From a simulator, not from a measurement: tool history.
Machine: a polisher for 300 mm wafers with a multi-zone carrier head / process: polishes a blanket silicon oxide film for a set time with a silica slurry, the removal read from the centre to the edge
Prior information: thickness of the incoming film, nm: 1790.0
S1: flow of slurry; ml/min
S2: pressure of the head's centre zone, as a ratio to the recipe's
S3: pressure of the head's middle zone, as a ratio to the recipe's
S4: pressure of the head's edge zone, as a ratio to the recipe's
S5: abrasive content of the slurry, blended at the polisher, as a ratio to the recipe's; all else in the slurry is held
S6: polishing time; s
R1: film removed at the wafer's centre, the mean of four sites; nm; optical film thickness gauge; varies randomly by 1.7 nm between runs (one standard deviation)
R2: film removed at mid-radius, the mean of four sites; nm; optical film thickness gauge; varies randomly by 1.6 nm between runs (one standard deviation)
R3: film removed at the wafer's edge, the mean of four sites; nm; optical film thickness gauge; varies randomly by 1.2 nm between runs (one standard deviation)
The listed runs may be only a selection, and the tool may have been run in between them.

Run 1, hour 0.0: S1 145 ml/min, S2 1.00, S3 1.00, S4 1.00, S5 1.00, S6 60 s. Result: R1 168.19 nm, R2 163.52 nm, R3 166.52 nm.
Run 2, hour 1.2: S1 145 ml/min, S2 1.00, S3 1.00, S4 1.00, S5 0.80, S6 60 s. Result: R1 155.28 nm, R2 153.55 nm, R3 151.90 nm.
Run 3, hour 8.4: S1 150 ml/min, S2 1.01, S3 1.00, S4 1.02, S5 0.80, S6 60 s. Result: R1 159.49 nm, R2 153.81 nm, R3 154.87 nm.
Run 4, hour 11.6: S1 155 ml/min, S2 1.01, S3 1.00, S4 1.04, S5 0.80, S6 60 s. Result: R1 158.46 nm, R2 156.38 nm, R3 156.17 nm.
Run 5, hour 17.6: S1 125 ml/min, S2 1.01, S3 1.00, S4 1.04, S5 0.80, S6 60 s. Result: R1 152.61 nm, R2 150.07 nm, R3 150.04 nm.
Run 6, hour 21.9: S1 135 ml/min, S2 1.02, S3 1.00, S4 1.05, S5 0.80, S6 60 s. Result: R1 156.57 nm, R2 150.89 nm, R3 153.26 nm.
Run 7, hour 24.3: S1 145 ml/min, S2 1.03, S3 1.00, S4 1.06, S5 0.80, S6 60 s. Result: R1 160.67 nm, R2 150.78 nm, R3 154.77 nm.
Run 8, hour 31.3: S1 150 ml/min, S2 1.03, S3 1.01, S4 1.07, S5 0.85, S6 60 s. Result: R1 165.05 nm, R2 155.45 nm, R3 160.17 nm.
Run 9, hour 32.8: S1 155 ml/min, S2 1.03, S3 1.02, S4 1.08, S5 0.85, S6 60 s. Result: R1 165.10 nm, R2 161.82 nm, R3 161.77 nm.

Run 10 is up next; what results do you expect?
Run 10, hour 34.8: S1 155 ml/min, S2 1.03, S3 1.02, S4 1.08, S5 0.85, S6 60 s. Result: R1 ?, R2 ?, R3 ?.

Run 10 measured R1 166.03 nm, R2 159.65 nm, R3 161.71 nm.
